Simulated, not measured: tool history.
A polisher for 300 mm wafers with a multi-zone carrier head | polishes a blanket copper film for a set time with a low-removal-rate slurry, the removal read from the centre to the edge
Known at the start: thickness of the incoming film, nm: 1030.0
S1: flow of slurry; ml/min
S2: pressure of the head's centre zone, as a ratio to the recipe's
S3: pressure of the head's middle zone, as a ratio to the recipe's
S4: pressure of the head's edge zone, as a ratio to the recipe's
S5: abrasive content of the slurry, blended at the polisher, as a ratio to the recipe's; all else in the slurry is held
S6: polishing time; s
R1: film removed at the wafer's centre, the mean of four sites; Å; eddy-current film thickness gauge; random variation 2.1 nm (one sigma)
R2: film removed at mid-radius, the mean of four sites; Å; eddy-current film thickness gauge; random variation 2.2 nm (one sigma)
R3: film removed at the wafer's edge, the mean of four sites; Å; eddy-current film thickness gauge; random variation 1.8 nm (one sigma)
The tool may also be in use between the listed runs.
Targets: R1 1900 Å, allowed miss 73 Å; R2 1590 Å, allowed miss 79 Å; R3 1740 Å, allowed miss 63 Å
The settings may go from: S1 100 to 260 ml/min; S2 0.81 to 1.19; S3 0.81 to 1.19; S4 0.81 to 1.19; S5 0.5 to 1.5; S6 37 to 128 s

{"run": 1, "hour": 0.0, "S1": 165, "S2": 1, "S3": 1, "S4": 1, "S5": 1, "S6": 82, "R1": 3187.9, "R2": 3088.6, "R3": 3038.1}
{"run": 2, "hour": 2.8, "S1": 165, "S2": 1, "S3": 1.07, "S4": 1, "S5": 1, "S6": 82, "R1": 3207.7, "R2": 3301.7, "R3": 3018}
{"run": 3, "hour": 11.4, "S1": 165, "S2": 1, "S3": 1.15, "S4": 1, "S5": 1, "S6": 82, "R1": 3187.5, "R2": 3469.8, "R3": 2999.6}
{"run": 4, "hour": 18.4, "S1": 160, "S2": 1.01, "S3": 1.1, "S4": 1, "S5": 0.9, "S6": 76, "R1": 2886, "R2": 3002.2, "R3": 2791.6}
{"run": 5, "hour": 19.8, "S1": 160, "S2": 1.01, "S3": 1.1, "S4": 1, "S5": 0.7, "S6": 76, "R1": 2648.7, "R2": 2787.5, "R3": 2565}
{"run": 6, "hour": 28.2, "S1": 160, "S2": 1.01, "S3": 1.1, "S4": 1, "S5": 0.7, "S6": 95, "R1": 3452.3, "R2": 3485.4, "R3": 3259}
{"run": 7, "hour": 28.8, "S1": 155, "S2": 1.02, "S3": 1.06, "S4": 0.99, "S5": 0.65, "S6": 88, "R1": 3032.2, "R2": 3131.6, "R3": 2930.7}
{"run": 8, "hour": 30.8, "S1": 165, "S2": 1.04, "S3": 1.03, "S4": 1.01, "S5": 0.65, "S6": 80, "R1": 2897.9, "R2": 2810.8, "R3": 2702.7}
{"run": 9, "hour": 37.3, "S1": 165, "S2": 1.04, "S3": 1.03, "S4": 1.01, "S5": 0.65, "S6": 80, "R1": 2851, "R2": 2722.5, "R3": 2717.9}
{"run": 10, "hour": 43.9, "S1": 170, "S2": 1.05, "S3": 1.01, "S4": 1, "S5": 0.65, "S6": 74, "R1": 2683.6, "R2": 2517.4, "R3": 2486}
{"run": 11, "hour": 49.5, "S1": 125, "S2": 1.03, "S3": 0.91, "S4": 0.95, "S5": 0.5, "S6": 51, "R1": 1609.7, "R2": 1416, "R3": 1513.2}
{"run": 12, "hour": 57.8, "S1": 135, "S2": 1.04, "S3": 0.91, "S4": 0.96, "S5": 0.5, "S6": 51, "R1": 1653.2, "R2": 1437.4, "R3": 1556.5}
{"run": 13, "hour": 66.2, "S1": 145, "S2": 1.05, "S3": 0.91, "S4": 0.97, "S5": 0.5, "S6": 51, "R1": 1696, "R2": 1483.6, "R3": 1575.6}
{"run": 14, "hour": 68.2, "S1": 150, "S2": 1.06, "S3": 0.9, "S4": 0.98, "S5": 0.5, "S6": 51, "R1": 1715.7, "R2": 1502.3, "R3": 1568.4}
{"run": 15, "hour": 69.6, "S1": 170, "S2": 1.1, "S3": 0.84, "S4": 1.08, "S5": 0.75, "S6": 53, "R1": 2159.4, "R2": 1632.2, "R3": 1962.5}
{"run": 16, "hour": 74.2, "S1": 170, "S2": 1.1, "S3": 0.84, "S4": 1.08, "S5": 0.75, "S6": 53, "R1": 2108.9, "R2": 1622.6, "R3": 1927.5}
{"run": 17, "hour": 75.6, "S1": 165, "S2": 1.09, "S3": 0.85, "S4": 1.06, "S5": 0.75, "S6": 53, "R1": 2086.4, "R2": 1639.8, "R3": 1892.2}
{"run": 18, "hour": 78.5, "S1": 130, "S2": 1.04, "S3": 0.87, "S4": 0.99, "S5": 0.65, "S6": 52, "R1": 1727.2, "R2": 1537.4, "R3": 1692.4}
{"run": 19, "hour": 82.6, "S1": 135, "S2": 1.04, "S3": 0.87, "S4": 0.99, "S5": 0.65, "S6": 52, "R1": 1788, "R2": 1498.4, "R3": 1694.5}

5 next moves are on the table. One of them brings every result within its allowed miss. Which?
{"run": "A", "hour": 86.7, "S1": 180, "S2": 1.01, "S3": 0.81, "S4": 1.06, "S5": 0.75, "S6": 48, "R1": "?", "R2": "?", "R3": "?"}
{"run": "B", "hour": 86.7, "S1": 125, "S2": 1.04, "S3": 0.84, "S4": 1, "S5": 0.55, "S6": 54, "R1": "?", "R2": "?", "R3": "?"}
{"run": "C", "hour": 86.7, "S1": 140, "S2": 1.09, "S3": 0.97, "S4": 0.93, "S5": 0.6, "S6": 51, "R1": "?", "R2": "?", "R3": "?"}
{"run": "D", "hour": 86.7, "S1": 130, "S2": 1, "S3": 0.81, "S4": 1.08, "S5": 0.55, "S6": 54, "R1": "?", "R2": "?", "R3": "?"}
{"run": "E", "hour": 86.7, "S1": 140, "S2": 1.08, "S3": 0.9, "S4": 1.01, "S5": 0.55, "S6": 55, "R1": "?", "R2": "?", "R3": "?"}

move=A R1=1794.5 R2=1433.4 R3=1695.1
move=B R1=1758.6 R2=1423.6 R3=1627.7
move=C R1=1830.4 R2=1591.8 R3=1550
move=D R1=1716.4 R2=1396.1 R3=1697.3
move=E R1=1914.8 R2=1578.1 R3=1696.8
A: further off than the last run
B: further off than the last run
C: brings the result that was furthest off to its target, and leaves another outside
D: further off than the last run
E: meets every target
The right move is E.
